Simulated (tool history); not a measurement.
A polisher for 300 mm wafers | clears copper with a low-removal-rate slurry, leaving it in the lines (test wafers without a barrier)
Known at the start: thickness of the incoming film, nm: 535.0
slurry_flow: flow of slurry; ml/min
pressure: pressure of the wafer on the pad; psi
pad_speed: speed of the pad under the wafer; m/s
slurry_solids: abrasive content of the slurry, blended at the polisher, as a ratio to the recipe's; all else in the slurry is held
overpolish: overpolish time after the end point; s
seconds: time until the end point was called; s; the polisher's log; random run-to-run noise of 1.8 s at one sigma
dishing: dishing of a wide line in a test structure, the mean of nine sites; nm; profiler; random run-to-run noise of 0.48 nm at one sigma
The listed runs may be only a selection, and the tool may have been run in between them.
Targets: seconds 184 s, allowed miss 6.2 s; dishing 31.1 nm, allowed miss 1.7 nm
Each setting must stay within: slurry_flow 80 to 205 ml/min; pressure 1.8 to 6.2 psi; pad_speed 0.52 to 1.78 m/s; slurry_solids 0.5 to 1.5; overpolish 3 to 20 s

| run | day | slurry_flow | pressure | pad_speed | slurry_solids | overpolish | seconds | dishing |
|---|---|---|---|---|---|---|---|---|
| 1 | 0 | 135 | 4 | 1.14 | 1 | 10 | 96.64 | 33.242 |
| 2 | 0.192 | 135 | 3.5 | 1.14 | 1 | 10 | 110.72 | 30.763 |
| 3 | 0.3 | 135 | 3.5 | 0.96 | 1 | 10 | 123.61 | 27.784 |
| 4 | 0.467 | 130 | 3.3 | 0.96 | 1 | 11 | 130.04 | 27.929 |
| 5 | 0.638 | 130 | 3.1 | 0.96 | 1 | 12 | 137.65 | 28.876 |
| 6 | 0.892 | 130 | 3 | 0.96 | 1 | 13 | 140.6 | 30.311 |
| 7 | 1.158 | 130 | 2.9 | 0.96 | 1 | 13 | 146.86 | 28.876 |
| 8 | 1.488 | 130 | 2.9 | 0.96 | 1 | 13 | 144.36 | 29.135 |
| 9 | 1.858 | 130 | 2.8 | 0.96 | 1 | 13 | 152.65 | 27.628 |
| 10 | 1.975 | 130 | 2.7 | 0.96 | 1 | 13 | 160.49 | 27.307 |
| 11 | 2.004 | 130 | 2.6 | 0.96 | 1 | 13 | 164.33 | 26.703 |
| 12 | 2.108 | 105 | 2.2 | 0.96 | 1 | 17 | 200.58 | 27.502 |
| 13 | 2.3 | 110 | 2.2 | 0.96 | 1 | 17 | 195.99 | 28.155 |

Below are 5 possible settings for the next run. Only one of them brings all results inside the allowed miss of their targets. Which is it?
| A | 2.492 | 100 | 2.3 | 1.14 | 0.8 | 18 | ? | ? |
| B | 2.492 | 100 | 2.4 | 1.16 | 0.85 | 17 | ? | ? |
| C | 2.492 | 120 | 2.6 | 0.84 | 1.35 | 13 | ? | ? |
| D | 2.492 | 120 | 2.1 | 0.9 | 1 | 16 | ? | ? |
| E | 2.492 | 110 | 2.3 | 1.02 | 1 | 20 | ? | ? |

| move | seconds | dishing |
|---|---|---|
| A | 185.26 | 31.683 |
| B | 174.21 | 31.847 |
| C | 167.97 | 26.535 |
| D | 209.54 | 26.05 |
| E | 183.96 | 34.523 |
A: hits every target within its allowed miss
B: takes the biggest miss from the last run beyond its target
C: takes the biggest miss from the last run beyond its target
D: moves away from the targets compared with the last run
E: the furthest-off result lands on target, but another misses its tolerance
A is the move that brings every result within its allowed miss.

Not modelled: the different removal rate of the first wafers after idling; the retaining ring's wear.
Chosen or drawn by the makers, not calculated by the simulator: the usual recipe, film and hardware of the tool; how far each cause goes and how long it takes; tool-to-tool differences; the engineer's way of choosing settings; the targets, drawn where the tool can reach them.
